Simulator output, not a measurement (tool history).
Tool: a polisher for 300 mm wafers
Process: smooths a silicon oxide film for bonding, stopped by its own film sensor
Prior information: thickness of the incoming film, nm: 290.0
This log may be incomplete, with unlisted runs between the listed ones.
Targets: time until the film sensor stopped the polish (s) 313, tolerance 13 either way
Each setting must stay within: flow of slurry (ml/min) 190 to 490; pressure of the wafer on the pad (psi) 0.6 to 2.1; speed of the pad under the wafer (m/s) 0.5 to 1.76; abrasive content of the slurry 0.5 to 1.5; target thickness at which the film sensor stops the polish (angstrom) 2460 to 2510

| run | hour | flow of slurry (ml/min) | pressure of the wafer on the pad (psi) | speed of the pad under the wafer (m/s) | abrasive content of the slurry | target thickness at which the film sensor stops the polish (angstrom) | time until the film sensor stopped the polish (s) |
|---|---|---|---|---|---|---|---|
| 1 | 0 | 315 | 1.3 | 1.12 | 1 | 2460 | 90.499 |
| 2 | 6.6 | 315 | 1.3 | 1.28 | 1 | 2460 | 83.84 |
| 3 | 8.3 | 280 | 1.3 | 1.28 | 1 | 2460 | 83.807 |
| 4 | 12.6 | 260 | 1.2 | 1.12 | 0.9 | 2460 | 105.94 |
| 5 | 14.4 | 260 | 1.2 | 1.12 | 0.8 | 2460 | 119.84 |
| 6 | 20.6 | 260 | 1.2 | 1.12 | 0.8 | 2460 | 118.89 |
| 7 | 27 | 260 | 1.1 | 1 | 0.75 | 2460 | 146.95 |
| 8 | 33.5 | 260 | 1 | 0.9 | 0.75 | 2460 | 173.72 |
| 9 | 41 | 260 | 1 | 0.9 | 0.75 | 2460 | 176.09 |
| 10 | 49.7 | 260 | 0.9 | 0.84 | 0.75 | 2460 | 202.84 |
| 11 | 58.4 | 260 | 0.8 | 0.8 | 0.75 | 2460 | 232.6 |
| 12 | 60.6 | 260 | 0.8 | 0.78 | 0.75 | 2460 | 240.23 |
| 13 | 67.7 | 260 | 0.8 | 0.78 | 0.75 | 2460 | 241.24 |
| 14 | 72.8 | 260 | 0.6 | 0.62 | 0.75 | 2460 | 364.02 |

Which one of the following 4 next-run settings gets every result inside its allowed miss? There is exactly one.
| A | 77.9 | 260 | 0.7 | 0.64 | 0.8 | 2470 | ? |
| B | 77.9 | 195 | 0.6 | 0.54 | 0.7 | 2460 | ? |
| C | 77.9 | 220 | 0.7 | 0.52 | 0.65 | 2460 | ? |
| D | 77.9 | 285 | 0.8 | 0.54 | 0.7 | 2480 | ? |

| move | time until the film sensor stopped the polish (s) |
|---|---|
| A | 285.66 |
| B | 442.35 |
| C | 425.17 |
| D | 312.96 |
A: takes the result that was furthest off past its target
B: moves away from the targets compared with the last run
C: moves away from the targets compared with the last run
D: in spec on every target
D meets every target.
